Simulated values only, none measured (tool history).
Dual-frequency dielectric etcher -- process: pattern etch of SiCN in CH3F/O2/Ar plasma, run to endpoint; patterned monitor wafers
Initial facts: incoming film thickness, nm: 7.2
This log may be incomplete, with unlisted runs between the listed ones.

run,hour,source power (W),bias power (W),endpoint time (s)
1,0.0,550,78,15.869
2,7.4,580,79,15.703
3,9.8,600,82,15.299
4,16.0,620,84,15.112
5,19.9,640,86,14.879
6,25.1,660,88,14.324

Forecast run 7:
7,30.9,670,88,?

Run 7 produced endpoint time (s) 14.458.
